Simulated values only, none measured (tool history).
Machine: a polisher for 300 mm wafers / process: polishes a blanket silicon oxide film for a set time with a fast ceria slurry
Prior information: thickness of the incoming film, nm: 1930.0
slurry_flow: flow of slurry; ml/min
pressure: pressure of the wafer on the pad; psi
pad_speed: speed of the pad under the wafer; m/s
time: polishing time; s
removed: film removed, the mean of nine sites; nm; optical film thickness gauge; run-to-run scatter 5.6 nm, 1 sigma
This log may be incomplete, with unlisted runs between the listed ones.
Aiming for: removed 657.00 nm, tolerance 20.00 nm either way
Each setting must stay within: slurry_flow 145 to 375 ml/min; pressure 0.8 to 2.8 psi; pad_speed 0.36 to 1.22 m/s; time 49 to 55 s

run 1 hour=0.0 | slurry_flow=240 pressure=1.8 pad_speed=0.78 time=55 | removed=434.94
run 2 hour=5.8 | slurry_flow=240 pressure=1.8 pad_speed=0.62 time=55 | removed=346.68
run 3 hour=6.8 | slurry_flow=240 pressure=1.8 pad_speed=0.62 time=55 | removed=346.93
run 4 hour=13.6 | slurry_flow=245 pressure=2.1 pad_speed=0.64 time=55 | removed=416.53
run 5 hour=19.1 | slurry_flow=245 pressure=1.9 pad_speed=0.64 time=55 | removed=377.16
run 6 hour=22.1 | slurry_flow=245 pressure=2.2 pad_speed=0.64 time=55 | removed=436.91
run 7 hour=30.4 | slurry_flow=250 pressure=2.4 pad_speed=0.66 time=55 | removed=495.07
run 8 hour=34.9 | slurry_flow=250 pressure=2.5 pad_speed=0.68 time=55 | removed=529.67
run 9 hour=40.0 | slurry_flow=255 pressure=2.6 pad_speed=0.70 time=55 | removed=563.31
run 10 hour=42.8 | slurry_flow=255 pressure=2.7 pad_speed=0.72 time=55 | removed=596.99
run 11 hour=44.6 | slurry_flow=255 pressure=2.7 pad_speed=0.74 time=55 | removed=627.71

5 next moves are on the table. One of them brings every result within its allowed miss. Which?
run A hour=46.4 | slurry_flow=280 pressure=2.8 pad_speed=0.68 time=53 | removed=?
run B hour=46.4 | slurry_flow=180 pressure=2.8 pad_speed=0.82 time=53 | removed=?
run C hour=46.4 | slurry_flow=255 pressure=2.5 pad_speed=0.76 time=53 | removed=?
run D hour=46.4 | slurry_flow=295 pressure=2.7 pad_speed=0.74 time=52 | removed=?
run E hour=46.4 | slurry_flow=290 pressure=2.8 pad_speed=0.70 time=52 | removed=?

move=A removed=575.06
move=B removed=661.66
move=C removed=568.62
move=D removed=593.33
move=E removed=581.89
A: moves away from the targets compared with the last run
B: every result within its allowed miss
C: moves away from the targets compared with the last run
D: moves away from the targets compared with the last run
E: moves away from the targets compared with the last run
Go with B: it meets all targets.

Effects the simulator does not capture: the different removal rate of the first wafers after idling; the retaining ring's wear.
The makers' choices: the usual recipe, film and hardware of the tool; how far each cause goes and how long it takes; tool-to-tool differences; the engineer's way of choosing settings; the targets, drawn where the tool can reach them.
